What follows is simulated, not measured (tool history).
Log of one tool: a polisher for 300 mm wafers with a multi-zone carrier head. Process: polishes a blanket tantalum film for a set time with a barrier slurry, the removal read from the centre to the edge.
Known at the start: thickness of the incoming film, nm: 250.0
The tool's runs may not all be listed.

run  hour  flow of slurry (ml/min)  pressure of the head's centre zone  pressure of the head's middle zone  pressure of the head's edge zone  abrasive content of the slurry  polishing time (s)  film removed at the wafer's centre (Å)  film removed at mid-radius (Å)  film removed at the wafer's edge (Å)
  1     0                      270                                   1                                   1                                 1                               1                  44                                  817.83                           836.5                                778.09
  2   2.2                      225                                   1                                   1                                 1                               1                  44                                  813.68                          817.47                                763.32
  3     4                      235                                1.02                                1.01                              1.04                            1.15                  45                                  866.11                          867.56                                822.03
  4   6.3                      245                                1.04                                1.02                              1.06                            1.25                  46                                  896.27                          924.42                                861.73
  5  14.9                      245                                1.06                                1.01                              1.07                             1.3                  47                                  941.34                          940.38                                897.44
  6    21                      245                                1.06                                0.95                              1.07                             1.3                  47                                  945.31                          872.14                                885.21
  7    27                      250                                1.08                                0.97                              1.09                            1.35                  48                                  984.11                          936.62                                945.86
     28.4  -- edge zone pressure recalibrated
  8  28.4                      260                                 1.1                                0.98                               1.1                            1.35                  48                                  1003.3                          951.18                                 977.8
  9  29.6                      270                                1.11                                0.99                              1.09                            1.35                  48                                  1020.7                          955.72                                986.75
 10  32.5                      275                                1.12                                   1                              1.08                            1.35                  48                                  1048.3                          962.72                                981.54

The next listed run, before its measurement:
 11  38.7                      280                                1.12                                1.01                              1.08                            1.35                  48                                       ?                               ?                                     ?

film removed at the wafer's centre (Å): 1026.8
film removed at mid-radius (Å): 961.06
film removed at the wafer's edge (Å): 989.53
